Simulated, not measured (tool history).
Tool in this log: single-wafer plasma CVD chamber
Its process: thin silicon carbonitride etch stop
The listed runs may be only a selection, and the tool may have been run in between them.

run,day,RF power (W),deposition time (s),mean film thickness on the monitor wafer (nm)
1,0,210,18,9.6237
2,0.079,230,18,9.8318
3,0.379,230,15.6,8.5145
4,0.546,240,15.6,8.6375
5,0.796,245,16,8.8661
6,0.821,245,13.7,7.5927
7,1.183,245,13.7,7.59

Run 8 is up next; what results do you expect?
8,1.504,275,16.6,?

mean film thickness on the monitor wafer (nm): 9.385
